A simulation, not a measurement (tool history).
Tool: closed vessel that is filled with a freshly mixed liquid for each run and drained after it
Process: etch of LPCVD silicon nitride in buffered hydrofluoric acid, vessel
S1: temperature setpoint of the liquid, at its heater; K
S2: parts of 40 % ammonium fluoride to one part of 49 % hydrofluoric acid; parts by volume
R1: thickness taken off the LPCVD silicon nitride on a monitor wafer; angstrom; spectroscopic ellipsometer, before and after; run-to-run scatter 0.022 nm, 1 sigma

{"run": 1, "hour": 0.0, "S1": 295.15, "S2": 14, "time in the liquid (s)": 420, "R1": 33.279}
{"run": 2, "hour": 6.3, "S1": 295.15, "S2": 14, "time in the liquid (s)": 280, "R1": 22.185}
{"run": 3, "hour": 13.7, "S1": 298.65, "S2": 14, "time in the liquid (s)": 280, "R1": 26.361}
{"run": 4, "hour": 16.9, "S1": 296.65, "S2": 14, "time in the liquid (s)": 280, "R1": 23.558}
{"run": 5, "hour": 22.7, "S1": 297.15, "S2": 13.5, "time in the liquid (s)": 280, "R1": 25.283}
{"run": 6, "hour": 24.9, "S1": 295.65, "S2": 13.5, "time in the liquid (s)": 280, "R1": 23.241}
{"hour": 27.7, "done": "thermometer replaced"}
{"run": 7, "hour": 27.7, "S1": 296.65, "S2": 13.5, "time in the liquid (s)": 280, "R1": 27.458}

Estimate the outcome of run 8 from the log above:
{"run": 8, "hour": 30.9, "S1": 297.15, "S2": 13.5, "time in the liquid (s)": 280, "R1": "?"}

R1: 28.17 angstrom
